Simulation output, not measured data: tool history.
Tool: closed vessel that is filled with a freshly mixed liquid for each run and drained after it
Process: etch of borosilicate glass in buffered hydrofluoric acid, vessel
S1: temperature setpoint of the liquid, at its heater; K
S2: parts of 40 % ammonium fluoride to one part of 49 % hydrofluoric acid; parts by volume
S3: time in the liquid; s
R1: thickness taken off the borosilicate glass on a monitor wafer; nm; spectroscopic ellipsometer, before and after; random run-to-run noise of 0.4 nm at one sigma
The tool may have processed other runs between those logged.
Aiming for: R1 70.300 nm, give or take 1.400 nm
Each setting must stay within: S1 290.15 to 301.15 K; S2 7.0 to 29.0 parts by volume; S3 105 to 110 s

run	hour	S1	S2	S3	R1
1	0.0	293.15	18.0	105	53.811
2	3.2	294.65	18.0	105	58.425
3	5.4	291.65	18.0	105	49.432
4	11.3	290.15	18.0	105	45.635
5	18.3	290.15	18.0	105	45.228
6	22.2	293.15	18.0	105	53.316
7	26.8	294.65	18.0	105	58.530
8	28.5	295.65	18.0	105	61.436
9	31.6	296.15	18.0	105	63.197
10	40.5	296.65	18.0	105	64.960
11	42.5	297.15	18.0	105	66.298
12	47.1	297.65	18.0	105	67.729

Below are 4 possible settings for the next run. Only one of them brings all results inside the allowed miss of their targets. Which is it?
A	51.7	296.65	16.5	105	?
B	51.7	297.15	18.0	105	?
C	51.7	298.65	20.0	105	?
D	51.7	296.15	18.5	110	?

move	R1
A	70.248
B	66.200
C	64.625
D	63.949
A: every result lands within tolerance
B: moves away from the targets compared with the last run
C: moves away from the targets compared with the last run
D: moves away from the targets compared with the last run
So the answer is move A, the one that meets all the targets.

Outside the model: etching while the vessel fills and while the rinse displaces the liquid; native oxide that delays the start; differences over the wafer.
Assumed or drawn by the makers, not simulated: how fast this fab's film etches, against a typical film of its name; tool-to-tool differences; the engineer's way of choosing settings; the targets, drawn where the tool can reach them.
